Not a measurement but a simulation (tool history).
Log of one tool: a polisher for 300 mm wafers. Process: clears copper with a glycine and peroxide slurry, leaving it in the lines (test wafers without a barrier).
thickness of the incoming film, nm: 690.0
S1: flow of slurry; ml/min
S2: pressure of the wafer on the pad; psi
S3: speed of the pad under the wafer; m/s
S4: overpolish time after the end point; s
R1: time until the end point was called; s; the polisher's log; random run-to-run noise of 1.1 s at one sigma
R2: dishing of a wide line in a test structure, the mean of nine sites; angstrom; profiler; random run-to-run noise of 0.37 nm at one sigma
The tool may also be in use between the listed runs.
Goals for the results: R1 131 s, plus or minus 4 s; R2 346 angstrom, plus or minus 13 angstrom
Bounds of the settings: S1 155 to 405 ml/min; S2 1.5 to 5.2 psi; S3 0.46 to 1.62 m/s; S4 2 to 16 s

run	hour	S1	S2	S3	S4	R1	R2
1	0	260	3.3	1.04	8	141.09	223.06
2	9.1	260	2.8	1.04	8	163.9	203.03
3	15.4	260	3.4	1.04	8	138.57	225.59
4	23.9	230	3.4	1.04	8	142.94	224.69
5	28	230	3.4	1.04	5	141.63	150.37
6	35.7	230	2.6	1.04	5	175.45	125.06
7	38.2	215	3.6	1	9	142.85	251.19
8	47.3	240	3.6	1	10	139.7	271.04
9	48.4	250	3.6	1.02	11	133.96	296.41
10	54	245	3.6	1.02	12	136.19	319.67
11	60.7	255	3.6	1.02	12	133.19	323.82

Below are 4 possible settings for the next run. Only one of them brings all results inside the allowed miss of their targets. Which is it?
A	67.4	360	3.3	1.2	11	?	?
B	67.4	245	3.6	1.16	12	?	?
C	67.4	185	3.7	1.08	13	?	?
D	67.4	170	3.8	0.96	13	?	?

move	R1	R2
A	123.33	315.5
B	122.4	338.27
C	132.08	340.14
D	144.96	319.95
A: further off than the last run
B: corrects the largest miss of the last run, while another result sits out of spec
C: every result lands within tolerance
D: further off than the last run
C is the move that brings every result within its allowed miss.
